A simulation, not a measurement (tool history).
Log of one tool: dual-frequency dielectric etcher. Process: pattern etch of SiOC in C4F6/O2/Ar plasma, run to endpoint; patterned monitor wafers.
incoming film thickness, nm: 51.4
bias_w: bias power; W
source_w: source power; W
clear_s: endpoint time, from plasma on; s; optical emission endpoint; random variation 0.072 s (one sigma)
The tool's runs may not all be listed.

run,day,bias_w,source_w,clear_s
1,0,431,260,21.465
2,0.2,497,260,19.967
3,0.496,537,260,19.246
4,0.758,485,260,20.128
5,0.858,499,270,19.477
6,1.021,510,270,19.317
7,1.354,521,270,19.054
8,1.696,530,270,19.109
9,2.004,539,280,18.457

Run 10 comes next. What will it give?
10,2.042,546,280,?

clear_s: 18.512 s
